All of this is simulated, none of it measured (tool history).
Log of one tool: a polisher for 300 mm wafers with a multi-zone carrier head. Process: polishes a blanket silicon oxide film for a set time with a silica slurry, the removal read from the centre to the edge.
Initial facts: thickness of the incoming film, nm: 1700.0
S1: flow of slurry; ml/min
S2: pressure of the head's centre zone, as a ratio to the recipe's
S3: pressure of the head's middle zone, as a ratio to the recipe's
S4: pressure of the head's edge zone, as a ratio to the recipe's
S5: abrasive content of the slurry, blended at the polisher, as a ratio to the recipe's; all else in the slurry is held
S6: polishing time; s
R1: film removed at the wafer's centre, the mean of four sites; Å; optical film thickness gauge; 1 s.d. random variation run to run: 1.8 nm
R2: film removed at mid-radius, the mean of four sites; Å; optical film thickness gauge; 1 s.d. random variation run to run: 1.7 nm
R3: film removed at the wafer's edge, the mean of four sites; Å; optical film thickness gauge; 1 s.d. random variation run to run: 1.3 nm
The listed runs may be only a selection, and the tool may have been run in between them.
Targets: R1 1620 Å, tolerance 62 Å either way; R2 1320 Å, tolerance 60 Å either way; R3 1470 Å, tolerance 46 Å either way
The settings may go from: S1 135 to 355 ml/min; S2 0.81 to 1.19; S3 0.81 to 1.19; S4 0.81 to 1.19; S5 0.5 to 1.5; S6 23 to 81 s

run    day   S1    S2    S3    S4    S5  S6      R1      R2      R3
  1      0  225     1     1     1     1  52  2000.6  1938.6  1936.4
  2  0.375  220  1.01  0.95  0.97  0.85  52  1812.6  1695.5  1774.9
  3  0.729  220  1.08  0.95  0.97  0.85  52  1946.4  1665.9    1778
  4  1.008  220  1.08  0.95  0.97  0.85  63  2346.5  2089.7  2172.7
  5    1.3  220  1.08  0.95  1.04  0.85  63  2344.6  2063.5  2245.6
  6  1.417  220  1.09  0.93     1  0.75  60  2143.3    1824  1974.5
  7  1.533  215  1.08  0.91  0.98   0.7  58  1990.6  1644.8  1816.8
  8  1.642  205  1.06  0.89  0.95  0.65  58  1848.6  1600.3    1729
  9  1.808  200  1.07  0.87  0.94   0.6  57  1761.8  1456.1  1596.2
 10  1.896  160  1.03  0.82  0.87  0.55  57  1562.2  1256.5  1445.4

Below are 5 possible settings for the next run. Only one of them brings all results inside the allowed miss of their targets. Which is it?
  A  1.983  145  0.98  0.87  0.89   0.6  60   ?   ?   ?
  B  1.983  160     1   0.9  0.84  0.55  55   ?   ?   ?
  C  1.983  185  1.05  0.86  0.81   0.8  52   ?   ?   ?
  D  1.983  155  1.09  0.87  0.92  0.55  57   ?   ?   ?
  E  1.983  205  1.11  0.81   0.9   0.6  50   ?   ?   ?

move      R1      R2      R3
   A  1616.1  1459.8  1612.1
   B  1467.9  1333.1  1392.2
   C  1811.7  1504.7  1600.8
   D  1649.8    1336    1492
   E  1614.7  1205.4  1400.8
A: carries the result that was furthest off beyond its target, to the other side
B: meets the target for the result that was furthest off, but another lies outside its allowed miss
C: carries the result that was furthest off beyond its target, to the other side
D: meets every target
E: its largest miss is bigger than the last run's
The right move is D.
